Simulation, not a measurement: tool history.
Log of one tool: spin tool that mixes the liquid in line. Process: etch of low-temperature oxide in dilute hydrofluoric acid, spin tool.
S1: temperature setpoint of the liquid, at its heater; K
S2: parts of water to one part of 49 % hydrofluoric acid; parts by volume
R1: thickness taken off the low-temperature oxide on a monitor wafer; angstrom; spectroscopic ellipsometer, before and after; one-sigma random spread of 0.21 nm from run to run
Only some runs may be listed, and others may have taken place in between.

run 1 hour=0.0 | S1=297.15 S2=90 time_under_the_liquid_(s)=280 | R1=405.89
run 2 hour=7.1 | S1=297.15 S2=90 time_under_the_liquid_(s)=280 | R1=404.72
run 3 hour=15.7 | S1=297.15 S2=90 time_under_the_liquid_(s)=280 | R1=409.09
run 4 hour=21.3 | S1=299.65 S2=90 time_under_the_liquid_(s)=280 | R1=443.93
run 5 hour=28.7 | S1=299.65 S2=90 time_under_the_liquid_(s)=280 | R1=450.24
run 6 hour=32.5 | S1=297.65 S2=95 time_under_the_liquid_(s)=280 | R1=383.37

The next listed run, before its measurement:
run 7 hour=37.5 | S1=296.15 S2=100 time_under_the_liquid_(s)=280 | R1=?

{"run 7": {"R1": 342.04}}

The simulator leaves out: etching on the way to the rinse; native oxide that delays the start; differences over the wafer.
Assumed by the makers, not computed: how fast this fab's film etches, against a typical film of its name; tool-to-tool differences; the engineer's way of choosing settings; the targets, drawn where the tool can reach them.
